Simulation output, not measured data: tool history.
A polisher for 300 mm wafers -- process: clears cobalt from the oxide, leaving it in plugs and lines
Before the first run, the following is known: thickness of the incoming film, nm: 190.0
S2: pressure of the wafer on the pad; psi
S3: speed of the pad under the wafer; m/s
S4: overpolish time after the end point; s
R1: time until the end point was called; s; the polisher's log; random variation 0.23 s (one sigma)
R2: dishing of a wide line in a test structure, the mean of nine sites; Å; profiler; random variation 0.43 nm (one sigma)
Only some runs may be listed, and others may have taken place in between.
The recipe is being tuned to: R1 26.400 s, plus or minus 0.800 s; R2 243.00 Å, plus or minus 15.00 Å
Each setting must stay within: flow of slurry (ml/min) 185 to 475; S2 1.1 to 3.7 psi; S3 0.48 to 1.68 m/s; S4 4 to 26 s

{"run": 1, "hour": 0.0, "flow of slurry (ml/min)": 305, "S2": 2.4, "S3": 1.08, "S4": 13, "R1": 35.64, "R2": 498.87}
{"run": 2, "hour": 5.5, "flow of slurry (ml/min)": 305, "S2": 2.4, "S3": 0.86, "S4": 13, "R1": 43.23, "R2": 420.43}
{"run": 3, "hour": 12.4, "flow of slurry (ml/min)": 305, "S2": 2.4, "S3": 0.6, "S4": 13, "R1": 58.896, "R2": 337.91}
{"run": 4, "hour": 13.1, "flow of slurry (ml/min)": 340, "S2": 2.7, "S3": 0.62, "S4": 11, "R1": 50.921, "R2": 323.43}
{"run": 5, "hour": 20.8, "flow of slurry (ml/min)": 340, "S2": 2.7, "S3": 0.72, "S4": 11, "R1": 46.051, "R2": 354.34}
{"run": 6, "hour": 22.3, "flow of slurry (ml/min)": 285, "S2": 2.7, "S3": 0.72, "S4": 11, "R1": 45.614, "R2": 357.07}
{"run": 7, "hour": 25.1, "flow of slurry (ml/min)": 325, "S2": 2.9, "S3": 0.74, "S4": 9, "R1": 42.011, "R2": 327.02}
{"run": 8, "hour": 28.6, "flow of slurry (ml/min)": 360, "S2": 3.1, "S3": 0.76, "S4": 8, "R1": 38.702, "R2": 312.93}
{"run": 9, "hour": 30.3, "flow of slurry (ml/min)": 385, "S2": 3.2, "S3": 0.8, "S4": 7, "R1": 36.361, "R2": 296.35}
{"run": 10, "hour": 32.3, "flow of slurry (ml/min)": 405, "S2": 3.3, "S3": 0.84, "S4": 6, "R1": 33.95, "R2": 287.75}
{"run": 11, "hour": 40.9, "flow of slurry (ml/min)": 420, "S2": 3.4, "S3": 0.86, "S4": 6, "R1": 31.787, "R2": 286.44}
{"run": 12, "hour": 47.8, "flow of slurry (ml/min)": 430, "S2": 3.5, "S3": 0.88, "S4": 6, "R1": 30.577, "R2": 299.42}
{"run": 13, "hour": 55.5, "flow of slurry (ml/min)": 440, "S2": 3.5, "S3": 0.9, "S4": 6, "R1": 29.968, "R2": 313.42}
{"run": 14, "hour": 58.4, "flow of slurry (ml/min)": 410, "S2": 3.5, "S3": 0.9, "S4": 6, "R1": 30.377, "R2": 303.39}
{"run": 15, "hour": 60.2, "flow of slurry (ml/min)": 425, "S2": 3.5, "S3": 0.92, "S4": 6, "R1": 29.254, "R2": 305.53}
{"run": 16, "hour": 68.9, "flow of slurry (ml/min)": 435, "S2": 3.5, "S3": 0.92, "S4": 6, "R1": 29.853, "R2": 303.94}
{"run": 17, "hour": 72.1, "flow of slurry (ml/min)": 445, "S2": 3.5, "S3": 0.94, "S4": 6, "R1": 28.607, "R2": 318.28}
{"run": 18, "hour": 76.7, "flow of slurry (ml/min)": 360, "S2": 3.7, "S3": 1.1, "S4": 4, "R1": 24.662, "R2": 263.21}
{"run": 19, "hour": 79.5, "flow of slurry (ml/min)": 345, "S2": 3.7, "S3": 1.1, "S4": 4, "R1": 24.331, "R2": 261.35}
{"run": 20, "hour": 83.6, "flow of slurry (ml/min)": 330, "S2": 3.7, "S3": 1.1, "S4": 4, "R1": 24.713, "R2": 259.68}
{"run": 21, "hour": 89.3, "flow of slurry (ml/min)": 315, "S2": 3.7, "S3": 1.1, "S4": 4, "R1": 24.262, "R2": 256.78}
{"run": 22, "hour": 97.0, "flow of slurry (ml/min)": 305, "S2": 3.7, "S3": 1.1, "S4": 4, "R1": 24.604, "R2": 258.1}
{"run": 23, "hour": 100.9, "flow of slurry (ml/min)": 290, "S2": 3.7, "S3": 1.1, "S4": 4, "R1": 24.528, "R2": 261.04}
{"hour": 101.6, "done": "head pressure recalibrated"}
{"run": 24, "hour": 101.6, "flow of slurry (ml/min)": 350, "S2": 3.5, "S3": 1.1, "S4": 4, "R1": 24.481, "R2": 259.91}
{"run": 25, "hour": 102.8, "flow of slurry (ml/min)": 340, "S2": 3.4, "S3": 1.1, "S4": 4, "R1": 24.922, "R2": 261.7}
{"run": 26, "hour": 107.8, "flow of slurry (ml/min)": 325, "S2": 3.4, "S3": 1.1, "S4": 4, "R1": 25.441, "R2": 254.64}
{"run": 27, "hour": 110.7, "flow of slurry (ml/min)": 315, "S2": 3.4, "S3": 1.1, "S4": 4, "R1": 25.069, "R2": 258.16}
{"run": 28, "hour": 111.6, "flow of slurry (ml/min)": 300, "S2": 3.4, "S3": 1.1, "S4": 4, "R1": 25.361, "R2": 248.88}
{"run": 29, "hour": 115.0, "flow of slurry (ml/min)": 295, "S2": 3.4, "S3": 1.1, "S4": 4, "R1": 25.199, "R2": 250.5}

Which single option among these 4 for the next run brings every result within its allowed miss of target? Just one does.
{"run": "A", "hour": 118.4, "flow of slurry (ml/min)": 305, "S2": 3.2, "S3": 1.18, "S4": 4, "R1": "?", "R2": "?"}
{"run": "B", "hour": 118.4, "flow of slurry (ml/min)": 270, "S2": 3.4, "S3": 1.22, "S4": 4, "R1": "?", "R2": "?"}
{"run": "C", "hour": 118.4, "flow of slurry (ml/min)": 420, "S2": 3.4, "S3": 1.02, "S4": 4, "R1": "?", "R2": "?"}
{"run": "D", "hour": 118.4, "flow of slurry (ml/min)": 280, "S2": 3.0, "S3": 1.28, "S4": 4, "R1": "?", "R2": "?"}

move=A R1=25.195 R2=254.69
move=B R1=23.524 R2=269.96
move=C R1=26.654 R2=242.71
move=D R1=24.859 R2=257.63
A: just as far off the targets as the last run
B: its largest miss is bigger than the last run's
C: in spec on every target
D: its largest miss is bigger than the last run's
The move that meets every target is C.
